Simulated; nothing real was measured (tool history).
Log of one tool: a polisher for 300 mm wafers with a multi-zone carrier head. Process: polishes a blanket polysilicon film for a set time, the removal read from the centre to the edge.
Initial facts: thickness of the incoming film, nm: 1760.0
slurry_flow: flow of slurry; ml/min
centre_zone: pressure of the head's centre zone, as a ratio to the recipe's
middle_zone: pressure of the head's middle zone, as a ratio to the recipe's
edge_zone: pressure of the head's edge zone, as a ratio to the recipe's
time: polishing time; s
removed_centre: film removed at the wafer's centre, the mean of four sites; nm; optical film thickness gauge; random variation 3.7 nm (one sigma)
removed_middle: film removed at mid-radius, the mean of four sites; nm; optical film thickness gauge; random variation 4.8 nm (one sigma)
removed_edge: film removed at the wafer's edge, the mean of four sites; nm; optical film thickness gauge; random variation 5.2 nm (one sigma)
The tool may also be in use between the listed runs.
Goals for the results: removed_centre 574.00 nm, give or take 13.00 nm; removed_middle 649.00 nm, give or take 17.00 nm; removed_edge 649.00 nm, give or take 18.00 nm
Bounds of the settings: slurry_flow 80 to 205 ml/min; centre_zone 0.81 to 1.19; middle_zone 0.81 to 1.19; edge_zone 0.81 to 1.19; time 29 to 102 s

run	hour	slurry_flow	centre_zone	middle_zone	edge_zone	time	removed_centre	removed_middle	removed_edge
1	0.0	135	1.00	1.00	1.00	65	516.48	537.27	526.81
2	0.6	145	0.99	1.01	1.03	66	523.37	555.69	549.16
3	3.9	145	0.99	1.01	0.97	66	525.06	548.21	528.50
4	12.2	150	0.99	1.02	1.00	66	523.47	565.24	539.37
5	19.6	150	0.99	1.02	0.92	66	528.76	562.98	520.43
6	27.7	150	0.99	1.02	0.92	53	421.93	455.42	419.70
7	32.5	150	0.99	1.03	0.96	56	444.27	480.50	449.21
8	39.0	150	0.99	1.03	0.99	58	468.57	501.31	462.30
9	39.8	145	0.98	1.03	1.00	61	479.96	518.99	491.39
10	43.6	150	0.97	1.03	1.03	63	495.71	542.58	518.34
11	46.2	155	0.96	1.03	1.05	64	498.94	563.06	540.04

5 next moves are on the table. One of them brings every result within its allowed miss. Which?
A	48.8	160	0.82	0.94	1.14	75	?	?	?
B	48.8	185	0.95	0.81	1.19	73	?	?	?
C	48.8	165	0.94	1.04	1.13	74	?	?	?
D	48.8	180	1.18	1.04	0.99	54	?	?	?
E	48.8	170	0.96	1.04	0.99	71	?	?	?

move	removed_centre	removed_middle	removed_edge
A	504.06	606.95	667.49
B	583.95	534.63	677.14
C	574.62	655.17	657.26
D	535.71	484.43	453.82
E	566.31	631.83	592.69
A: moves the result that the last run missed by most past its target, out the other side
B: moves the result that the last run missed by most past its target, out the other side
C: in spec on every target
D: lands further from the targets than the last run did
E: gains on the last run, yet a result remains outside its allowed miss
The right move is C.
